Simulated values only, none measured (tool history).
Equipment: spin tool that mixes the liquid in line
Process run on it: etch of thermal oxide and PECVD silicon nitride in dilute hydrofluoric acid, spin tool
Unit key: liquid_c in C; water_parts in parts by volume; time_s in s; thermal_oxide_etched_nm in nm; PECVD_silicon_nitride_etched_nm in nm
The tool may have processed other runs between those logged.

run,hour,liquid_c,water_parts,time_s,thermal_oxide_etched_nm,PECVD_silicon_nitride_etched_nm
1,0.0,25.0,225,180,3.3706,1.37900
2,6.4,22.0,225,180,3.0596,1.14840
3,7.2,20.5,225,180,2.9050,1.07490
4,9.6,21.0,240,180,2.6723,1.00650
5,14.6,21.0,195,180,3.4788,1.26410
6,19.2,21.5,215,180,3.1491,1.17030
7,28.1,22.0,230,180,2.9853,1.15630
8,34.4,22.0,245,180,2.7224,1.08290
9,37.7,22.0,255,180,2.5525,1.03130
10,41.3,22.0,265,180,2.4991,0.98258
11,42.3,22.5,275,180,2.4065,0.96826
12,50.2,22.5,285,180,2.2902,0.94616
13,58.6,22.5,295,180,2.2155,0.91532
14,62.0,22.5,305,180,2.1054,0.86809
15,70.6,22.5,315,180,2.0340,0.85996
16,74.8,22.5,320,180,1.9598,0.85684
17,77.7,22.5,325,180,1.9321,0.81043
18,84.4,22.5,330,180,1.9375,0.81028
19,88.0,22.5,335,180,1.8699,0.81207
20,93.8,22.5,340,180,1.8022,0.81191
21,97.0,22.0,350,185,1.7768,0.75946
22,105.8,22.0,355,185,1.7465,0.77302
23,113.9,22.5,370,190,1.7276,0.78186
# hour 114.8: hydrofluoric acid flow meter replaced
24,114.8,22.5,375,190,1.8500,0.82136
25,123.2,22.5,380,190,1.8095,0.78704

Run 26 is up next; what results do you expect?
26,124.2,23.5,390,185,?,?

thermal_oxide_etched_nm: 1.7603 nm
PECVD_silicon_nitride_etched_nm: 0.82547 nm
